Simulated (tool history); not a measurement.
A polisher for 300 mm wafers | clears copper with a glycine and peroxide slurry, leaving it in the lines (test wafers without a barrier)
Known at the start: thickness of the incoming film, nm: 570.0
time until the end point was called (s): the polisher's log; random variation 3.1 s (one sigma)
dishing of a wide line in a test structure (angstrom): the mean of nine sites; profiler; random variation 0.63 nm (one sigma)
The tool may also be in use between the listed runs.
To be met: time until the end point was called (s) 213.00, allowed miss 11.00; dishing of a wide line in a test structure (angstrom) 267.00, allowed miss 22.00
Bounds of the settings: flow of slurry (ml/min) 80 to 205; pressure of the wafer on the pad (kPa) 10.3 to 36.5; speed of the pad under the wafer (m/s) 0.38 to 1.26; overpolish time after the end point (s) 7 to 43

| run | hour | flow of slurry (ml/min) | pressure of the wafer on the pad (kPa) | speed of the pad under the wafer (m/s) | overpolish time after the end point (s) | time until the end point was called (s) | dishing of a wide line in a test structure (angstrom) |
|---|---|---|---|---|---|---|---|
| 1 | 0.0 | 135 | 23.4 | 0.82 | 22 | 120.08 | 487.01 |
| 2 | 3.5 | 135 | 23.4 | 0.62 | 22 | 147.64 | 446.81 |
| 3 | 6.4 | 135 | 23.4 | 0.48 | 22 | 181.84 | 391.21 |
| 4 | 14.5 | 115 | 23.4 | 0.48 | 22 | 193.25 | 388.68 |
| 5 | 21.6 | 115 | 22.8 | 0.48 | 19 | 185.56 | 334.79 |
| 6 | 28.0 | 115 | 22.8 | 0.48 | 27 | 186.70 | 440.57 |
| 7 | 31.9 | 115 | 22.8 | 0.48 | 27 | 192.23 | 418.33 |
| 8 | 40.4 | 110 | 21.4 | 0.48 | 23 | 199.18 | 387.57 |
| 9 | 47.8 | 120 | 18.6 | 0.44 | 13 | 230.57 | 216.71 |
| 10 | 56.3 | 120 | 19.3 | 0.44 | 14 | 225.92 | 227.91 |

5 next moves are on the table. One of them brings every result within its allowed miss. Which?
| A | 64.8 | 85 | 23.4 | 0.38 | 12 | ? | ? |
| B | 64.8 | 140 | 17.9 | 0.48 | 15 | ? | ? |
| C | 64.8 | 115 | 20.7 | 0.40 | 12 | ? | ? |
| D | 64.8 | 90 | 13.1 | 0.54 | 15 | ? | ? |
| E | 64.8 | 80 | 18.6 | 0.48 | 17 | ? | ? |

| move | time until the end point was called (s) | dishing of a wide line in a test structure (angstrom) |
|---|---|---|
| A | 241.44 | 187.57 |
| B | 209.05 | 257.26 |
| C | 228.61 | 196.91 |
| D | 255.05 | 216.47 |
| E | 239.46 | 254.84 |
A: further off than the last run
B: meets every target
C: further off than the last run
D: further off than the last run
E: brings the result that was furthest off to its target, and leaves another outside
Answer: B

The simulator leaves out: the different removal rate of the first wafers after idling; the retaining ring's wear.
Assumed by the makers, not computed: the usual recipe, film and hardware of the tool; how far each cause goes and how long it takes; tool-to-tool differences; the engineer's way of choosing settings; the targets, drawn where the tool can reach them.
